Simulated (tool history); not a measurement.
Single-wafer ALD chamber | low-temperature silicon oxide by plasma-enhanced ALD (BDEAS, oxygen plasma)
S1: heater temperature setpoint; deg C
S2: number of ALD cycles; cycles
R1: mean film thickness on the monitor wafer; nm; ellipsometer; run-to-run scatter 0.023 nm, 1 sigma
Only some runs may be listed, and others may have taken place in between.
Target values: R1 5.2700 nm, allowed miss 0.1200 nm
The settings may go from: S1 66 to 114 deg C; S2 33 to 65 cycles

run	hour	S1	S2	R1
1	0.0	90	49	7.4694
2	8.2	95	49	7.2577
3	10.7	97	47	6.9742
4	13.3	88	47	7.1168
5	19.1	95	47	7.0088
6	24.8	96	45	6.6689
# hour 29.8: thermocouple changed; heater temperature recalibrated
7	29.8	97	43	6.2741
8	36.2	109	36	5.1400

4 next moves are on the table. One of them brings every result within its allowed miss. Which?
A	42.6	111	37	?
B	42.6	104	34	?
C	42.6	103	35	?
D	42.6	113	35	?

move	R1
A	5.2888
B	4.9148
C	5.0675
D	4.9868
A: every result lands within tolerance
B: its largest miss is bigger than the last run's
C: its largest miss is bigger than the last run's
D: its largest miss is bigger than the last run's
A is the move that brings every result within its allowed miss.

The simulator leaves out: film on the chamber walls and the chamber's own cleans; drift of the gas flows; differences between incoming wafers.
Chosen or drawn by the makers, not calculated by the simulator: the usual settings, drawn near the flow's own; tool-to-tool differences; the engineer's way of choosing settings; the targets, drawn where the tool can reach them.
